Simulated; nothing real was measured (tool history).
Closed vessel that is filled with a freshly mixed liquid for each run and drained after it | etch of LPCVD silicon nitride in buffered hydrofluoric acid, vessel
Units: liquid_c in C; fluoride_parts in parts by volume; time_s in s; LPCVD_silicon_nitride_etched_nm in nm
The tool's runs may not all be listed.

run    day  liquid_c  fluoride_parts  time_s  LPCVD_silicon_nitride_etched_nm
  1      0        23             7.5     410                            7.376
  2  0.108      22.5             7.5     410                           7.1938
  3  0.358        25             7.5     410                           8.3335
  4  0.646      24.5             7.5     410                           8.0193
  5  0.888        24             7.5     410                           7.7629
  6  1.229      21.5             7.5     410                           6.7675
  7   1.35        21             7.5     410                           6.5863

Forecast run 8:
  8  1.517      19.5             7.5     410                                ?

LPCVD_silicon_nitride_etched_nm: 6.1211 nm
